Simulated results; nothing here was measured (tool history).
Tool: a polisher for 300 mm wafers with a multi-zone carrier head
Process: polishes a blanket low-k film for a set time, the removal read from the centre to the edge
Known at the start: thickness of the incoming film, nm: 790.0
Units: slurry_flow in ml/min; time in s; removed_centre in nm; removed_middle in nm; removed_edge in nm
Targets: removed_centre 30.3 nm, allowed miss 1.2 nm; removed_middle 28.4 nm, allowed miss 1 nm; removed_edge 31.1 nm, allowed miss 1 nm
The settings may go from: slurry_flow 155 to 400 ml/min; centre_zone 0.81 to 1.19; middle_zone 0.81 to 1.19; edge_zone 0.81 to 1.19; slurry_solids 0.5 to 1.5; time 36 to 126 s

Run 1, day 0: slurry_flow 255 ml/min, centre_zone 1, middle_zone 1, edge_zone 1, slurry_solids 1, time 81 s. Result: removed_centre 49.464 nm, removed_middle 48.487 nm, removed_edge 47.115 nm.
Run 2, day 0.229: slurry_flow 280 ml/min, centre_zone 1, middle_zone 1, edge_zone 1, slurry_solids 1, time 81 s. Result: removed_centre 49.251 nm, removed_middle 48.279 nm, removed_edge 48.031 nm.
Run 3, day 0.354: slurry_flow 280 ml/min, centre_zone 1, middle_zone 0.92, edge_zone 1, slurry_solids 1, time 81 s. Result: removed_centre 49.592 nm, removed_middle 45.587 nm, removed_edge 46.906 nm.
Run 4, day 0.688: slurry_flow 280 ml/min, centre_zone 0.97, middle_zone 0.89, edge_zone 1.01, slurry_solids 0.85, time 77 s. Result: removed_centre 43.417 nm, removed_middle 39.387 nm, removed_edge 43.554 nm.
Run 5, day 1.05: slurry_flow 280 ml/min, centre_zone 0.97, middle_zone 0.89, edge_zone 1.01, slurry_solids 0.85, time 94 s. Result: removed_centre 53.061 nm, removed_middle 48.053 nm, removed_edge 52.755 nm.
Run 6, day 1.175: slurry_flow 280 ml/min, centre_zone 1.03, middle_zone 0.89, edge_zone 1.01, slurry_solids 0.85, time 94 s. Result: removed_centre 55.677 nm, removed_middle 49.184 nm, removed_edge 53.848 nm.
At day 1.338: slurry nozzle cleaned.
Run 7, day 1.338: slurry_flow 270 ml/min, centre_zone 0.97, middle_zone 0.88, edge_zone 0.96, slurry_solids 0.75, time 86 s. Result: removed_centre 50.95 nm, removed_middle 44.787 nm, removed_edge 48.058 nm.
Run 8, day 1.512: slurry_flow 270 ml/min, centre_zone 1, middle_zone 0.92, edge_zone 1.01, slurry_solids 0.7, time 75 s. Result: removed_centre 43.206 nm, removed_middle 39.948 nm, removed_edge 41.929 nm.

4 next moves are on the table. One of them brings every result within its allowed miss. Which?
Run A, day 1.688: slurry_flow 235 ml/min, centre_zone 1.07, middle_zone 0.88, edge_zone 1.04, slurry_solids 0.65, time 57 s. Result: removed_centre ?, removed_middle ?, removed_edge ?.
Run B, day 1.688: slurry_flow 320 ml/min, centre_zone 0.84, middle_zone 0.88, edge_zone 1.19, slurry_solids 0.8, time 52 s. Result: removed_centre ?, removed_middle ?, removed_edge ?.
Run C, day 1.688: slurry_flow 260 ml/min, centre_zone 0.88, middle_zone 0.94, edge_zone 0.96, slurry_solids 0.75, time 51 s. Result: removed_centre ?, removed_middle ?, removed_edge ?.
Run D, day 1.688: slurry_flow 290 ml/min, centre_zone 0.96, middle_zone 0.91, edge_zone 1.12, slurry_solids 0.75, time 52 s. Result: removed_centre ?, removed_middle ?, removed_edge ?.

move  removed_centre  removed_middle  removed_edge
   A           33.87          28.021        30.894
   B          28.291          27.972        32.368
   C          27.578          27.896        28.085
   D          30.354          27.974         30.74
A: brings the result that was furthest off to its target, and leaves another outside
B: brings the result that was furthest off to its target, and leaves another outside
C: brings the result that was furthest off to its target, and leaves another outside
D: meets every target
Move D is the one to make.
